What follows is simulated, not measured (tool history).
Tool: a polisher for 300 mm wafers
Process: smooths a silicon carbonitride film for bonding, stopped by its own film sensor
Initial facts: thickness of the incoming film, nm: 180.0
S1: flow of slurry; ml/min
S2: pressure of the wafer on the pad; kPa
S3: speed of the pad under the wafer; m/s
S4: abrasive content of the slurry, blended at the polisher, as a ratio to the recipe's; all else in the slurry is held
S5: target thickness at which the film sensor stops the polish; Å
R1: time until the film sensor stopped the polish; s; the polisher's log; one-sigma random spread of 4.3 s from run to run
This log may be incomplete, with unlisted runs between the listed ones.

| run | hour | S1 | S2 | S3 | S4 | S5 | R1 |
|---|---|---|---|---|---|---|---|
| 1 | 0.0 | 150 | 15.2 | 0.86 | 1.00 | 1340 | 166.68 |
| 2 | 8.0 | 150 | 14.5 | 0.86 | 1.00 | 1340 | 172.07 |
| 3 | 15.0 | 150 | 14.5 | 0.86 | 0.80 | 1340 | 192.93 |
| 4 | 16.1 | 150 | 14.5 | 0.86 | 0.95 | 1340 | 170.48 |
| 5 | 22.6 | 150 | 17.2 | 0.86 | 0.95 | 1340 | 147.54 |
| 6 | 23.7 | 170 | 17.2 | 0.86 | 0.95 | 1340 | 143.89 |
| 7 | 26.0 | 170 | 15.9 | 0.86 | 0.95 | 1340 | 156.72 |
| 8 | 34.6 | 170 | 14.5 | 0.86 | 0.95 | 1340 | 171.90 |

Run 9 comes next. What will it give?
| 9 | 38.1 | 170 | 13.8 | 0.86 | 0.95 | 1340 | ? |

Logged for run 9: R1 177.24 s.
